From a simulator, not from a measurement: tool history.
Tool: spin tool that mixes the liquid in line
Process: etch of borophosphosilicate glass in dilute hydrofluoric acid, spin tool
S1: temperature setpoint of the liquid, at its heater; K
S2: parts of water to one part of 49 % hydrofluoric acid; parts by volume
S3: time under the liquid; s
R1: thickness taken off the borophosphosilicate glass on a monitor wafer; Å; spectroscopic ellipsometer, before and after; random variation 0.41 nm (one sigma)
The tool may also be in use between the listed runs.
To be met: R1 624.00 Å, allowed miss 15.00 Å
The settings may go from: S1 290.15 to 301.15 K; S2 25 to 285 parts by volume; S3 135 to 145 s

run 1 hour=0.0 | S1=293.15 S2=155 S3=135 | R1=333.83
run 2 hour=0.6 | S1=293.15 S2=155 S3=135 | R1=339.05
run 3 hour=2.2 | S1=293.15 S2=185 S3=135 | R1=274.28
run 4 hour=7.5 | S1=293.15 S2=210 S3=135 | R1=236.54
run 5 hour=10.0 | S1=293.15 S2=210 S3=145 | R1=251.59
run 6 hour=13.2 | S1=291.65 S2=210 S3=145 | R1=240.13
run 7 hour=15.8 | S1=295.65 S2=145 S3=145 | R1=426.69
run 8 hour=23.1 | S1=296.65 S2=140 S3=145 | R1=472.04
run 9 hour=31.2 | S1=297.65 S2=135 S3=145 | R1=502.88
run 10 hour=38.7 | S1=298.15 S2=130 S3=145 | R1=535.79

Which of these 4 next moves meets every target?
run A hour=46.2 | S1=297.65 S2=145 S3=140 | R1=?
run B hour=46.2 | S1=297.65 S2=115 S3=135 | R1=?
run C hour=46.2 | S1=298.15 S2=115 S3=145 | R1=?
run D hour=46.2 | S1=299.65 S2=140 S3=140 | R1=?

move=A R1=449.32
move=B R1=566.14
move=C R1=620.02
move=D R1=504.98
A: further off than the last run
B: nearer than the last run, and not there yet
C: meets every target
D: further off than the last run
Move C is the one to make.
